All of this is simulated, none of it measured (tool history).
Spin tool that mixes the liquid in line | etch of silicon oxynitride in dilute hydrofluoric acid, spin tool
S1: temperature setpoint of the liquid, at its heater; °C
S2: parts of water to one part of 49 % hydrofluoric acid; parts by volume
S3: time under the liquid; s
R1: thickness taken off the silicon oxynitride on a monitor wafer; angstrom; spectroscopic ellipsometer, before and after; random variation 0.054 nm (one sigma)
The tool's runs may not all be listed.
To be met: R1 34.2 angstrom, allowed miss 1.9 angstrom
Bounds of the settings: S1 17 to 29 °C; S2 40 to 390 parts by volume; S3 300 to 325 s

Run 1, hour 0: S1 21 °C, S2 215 parts by volume, S3 300 s. Result: R1 24.906 angstrom.
Run 2, hour 6.2: S1 21 °C, S2 215 parts by volume, S3 300 s. Result: R1 25.819 angstrom.
Run 3, hour 14.9: S1 22.5 °C, S2 210 parts by volume, S3 300 s. Result: R1 28.254 angstrom.
Run 4, hour 17.3: S1 23.5 °C, S2 210 parts by volume, S3 300 s. Result: R1 29.423 angstrom.
Run 5, hour 25: S1 24 °C, S2 210 parts by volume, S3 300 s. Result: R1 29.823 angstrom.
Run 6, hour 29.8: S1 24 °C, S2 140 parts by volume, S3 300 s. Result: R1 48.164 angstrom.
Run 7, hour 35.4: S1 22.5 °C, S2 145 parts by volume, S3 300 s. Result: R1 41.745 angstrom.
Run 8, hour 38: S1 21.5 °C, S2 145 parts by volume, S3 300 s. Result: R1 40.791 angstrom.
Run 9, hour 40.9: S1 20.5 °C, S2 145 parts by volume, S3 300 s. Result: R1 38.355 angstrom.
Run 10, hour 47.3: S1 20 °C, S2 145 parts by volume, S3 300 s. Result: R1 38.21 angstrom.
Run 11, hour 56.3: S1 19.5 °C, S2 145 parts by volume, S3 300 s. Result: R1 37 angstrom.

4 next moves are on the table. One of them brings every result within its allowed miss. Which?
Run A, hour 65.3: S1 21.5 °C, S2 165 parts by volume, S3 300 s. Result: R1 ?.
Run B, hour 65.3: S1 21 °C, S2 180 parts by volume, S3 300 s. Result: R1 ?.
Run C, hour 65.3: S1 23.5 °C, S2 205 parts by volume, S3 300 s. Result: R1 ?.
Run D, hour 65.3: S1 17 °C, S2 155 parts by volume, S3 305 s. Result: R1 ?.

move      R1
   A  34.979
   B  30.998
   C  29.965
   D  30.741
A: meets every target
B: takes the result that was furthest off past its target
C: takes the result that was furthest off past its target
D: takes the result that was furthest off past its target
The right move is A.

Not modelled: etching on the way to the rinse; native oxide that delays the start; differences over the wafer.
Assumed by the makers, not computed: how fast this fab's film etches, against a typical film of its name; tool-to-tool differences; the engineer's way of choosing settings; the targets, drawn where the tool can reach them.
